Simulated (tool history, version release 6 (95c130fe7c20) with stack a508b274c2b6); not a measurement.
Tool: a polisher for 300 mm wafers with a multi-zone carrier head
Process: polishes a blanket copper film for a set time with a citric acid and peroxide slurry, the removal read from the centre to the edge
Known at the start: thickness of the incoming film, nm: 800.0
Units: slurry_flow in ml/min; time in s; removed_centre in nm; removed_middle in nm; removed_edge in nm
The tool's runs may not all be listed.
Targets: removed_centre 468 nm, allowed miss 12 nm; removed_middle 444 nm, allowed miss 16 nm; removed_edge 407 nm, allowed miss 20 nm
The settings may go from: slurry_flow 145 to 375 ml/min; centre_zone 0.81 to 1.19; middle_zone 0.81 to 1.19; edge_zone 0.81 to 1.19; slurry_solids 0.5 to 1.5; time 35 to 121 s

run 1 hour=0 | slurry_flow=240 centre_zone=1 middle_zone=1 edge_zone=1 slurry_solids=1 time=78 | removed_centre=312.93 removed_middle=326.97 removed_edge=322.54
run 2 hour=5.3 | slurry_flow=250 centre_zone=1.04 middle_zone=1.03 edge_zone=1.02 slurry_solids=1.1 time=79 | removed_centre=340.51 removed_middle=339.17 removed_edge=340.51
run 3 hour=7.2 | slurry_flow=250 centre_zone=1.04 middle_zone=1.03 edge_zone=1.02 slurry_solids=1.1 time=64 | removed_centre=277.05 removed_middle=280.65 removed_edge=267.17
run 4 hour=7.8 | slurry_flow=250 centre_zone=1.04 middle_zone=1.03 edge_zone=1.02 slurry_solids=1.1 time=75 | removed_centre=324.44 removed_middle=325.16 removed_edge=317.28
run 5 hour=8.7 | slurry_flow=260 centre_zone=1.06 middle_zone=1.06 edge_zone=1.03 slurry_solids=1.2 time=77 | removed_centre=345.68 removed_middle=349.96 removed_edge=339.17
run 6 hour=13.7 | slurry_flow=240 centre_zone=1.06 middle_zone=1.06 edge_zone=1.03 slurry_solids=1.2 time=77 | removed_centre=345.17 removed_middle=349.58 removed_edge=329.79
run 7 hour=18.9 | slurry_flow=250 centre_zone=1.08 middle_zone=1.08 edge_zone=1.04 slurry_solids=1.25 time=79 | removed_centre=365.87 removed_middle=367.38 removed_edge=348.07
run 8 hour=24.6 | slurry_flow=260 centre_zone=1.1 middle_zone=1.1 edge_zone=1.05 slurry_solids=1.3 time=80 | removed_centre=380.54 removed_middle=381.29 removed_edge=368.33
run 9 hour=25.3 | slurry_flow=260 centre_zone=1.12 middle_zone=1.11 edge_zone=1.04 slurry_solids=1.35 time=81 | removed_centre=396.04 removed_middle=385.5 removed_edge=367.51
run 10 hour=29.5 | slurry_flow=260 centre_zone=1.13 middle_zone=1.13 edge_zone=1.04 slurry_solids=1.4 time=82 | removed_centre=405.97 removed_middle=408.34 removed_edge=371.84
run 11 hour=30.4 | slurry_flow=260 centre_zone=1.13 middle_zone=1.13 edge_zone=1.04 slurry_solids=1.4 time=82 | removed_centre=403.21 removed_middle=409.72 removed_edge=369.73
run 12 hour=34.2 | slurry_flow=265 centre_zone=1.14 middle_zone=1.13 edge_zone=1.04 slurry_solids=1.4 time=83 | removed_centre=417.24 removed_middle=410.58 removed_edge=390.04

4 next moves are on the table. One of them brings every result within its allowed miss. Which?
run A hour=38 | slurry_flow=225 centre_zone=1.16 middle_zone=1.1 edge_zone=1.02 slurry_solids=1.5 time=92 | removed_centre=? removed_middle=? removed_edge=?
run B hour=38 | slurry_flow=305 centre_zone=1.16 middle_zone=1.11 edge_zone=1.07 slurry_solids=1.3 time=86 | removed_centre=? removed_middle=? removed_edge=?
run C hour=38 | slurry_flow=315 centre_zone=1.01 middle_zone=1.15 edge_zone=1.12 slurry_solids=1.3 time=83 | removed_centre=? removed_middle=? removed_edge=?
run D hour=38 | slurry_flow=345 centre_zone=1.03 middle_zone=1.04 edge_zone=1.19 slurry_solids=1.4 time=77 | removed_centre=? removed_middle=? removed_edge=?

move=A removed_centre=464.82 removed_middle=447.07 removed_edge=421.28
move=B removed_centre=434.21 removed_middle=418.91 removed_edge=398.68
move=C removed_centre=365.68 removed_middle=415.98 removed_edge=394.22
move=D removed_centre=354.37 removed_middle=368.16 removed_edge=386.04
A: meets every target
B: nearer than the last run, and not there yet
C: further off than the last run
D: further off than the last run
The right move is A.

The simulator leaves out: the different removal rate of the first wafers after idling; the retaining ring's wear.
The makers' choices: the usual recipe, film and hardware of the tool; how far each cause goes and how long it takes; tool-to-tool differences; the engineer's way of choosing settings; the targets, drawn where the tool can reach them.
